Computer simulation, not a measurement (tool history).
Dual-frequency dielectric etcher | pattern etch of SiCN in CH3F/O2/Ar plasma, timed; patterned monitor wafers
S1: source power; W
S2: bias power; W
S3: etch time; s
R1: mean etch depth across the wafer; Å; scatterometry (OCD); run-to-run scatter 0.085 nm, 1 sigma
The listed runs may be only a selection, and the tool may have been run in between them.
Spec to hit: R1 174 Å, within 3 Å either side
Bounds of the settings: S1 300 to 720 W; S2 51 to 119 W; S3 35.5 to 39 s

run	hour	S1	S2	S3	R1
1	0	510	85	39	194.66
2	8.6	470	84	39	186.33
3	14.5	470	84	35.5	169.35
4	16.6	480	84	35.5	171.37
5	19.3	480	84	35.5	171.47
6	25.7	480	84	39	186.77
7	29.7	460	84	39	186.45
8	36.9	430	83	39	177.49

Which of these 4 next moves meets every target?
A	44.1	450	82	37.5	?
B	44.1	470	80	39	?
C	44.1	490	77	38.5	?
D	44.1	430	101	37	?

move	R1
A	174.99
B	183.82
C	182.27
D	182.84
A: hits every target within its allowed miss
B: moves away from the targets compared with the last run
C: moves away from the targets compared with the last run
D: moves away from the targets compared with the last run
Move A is the one to make.

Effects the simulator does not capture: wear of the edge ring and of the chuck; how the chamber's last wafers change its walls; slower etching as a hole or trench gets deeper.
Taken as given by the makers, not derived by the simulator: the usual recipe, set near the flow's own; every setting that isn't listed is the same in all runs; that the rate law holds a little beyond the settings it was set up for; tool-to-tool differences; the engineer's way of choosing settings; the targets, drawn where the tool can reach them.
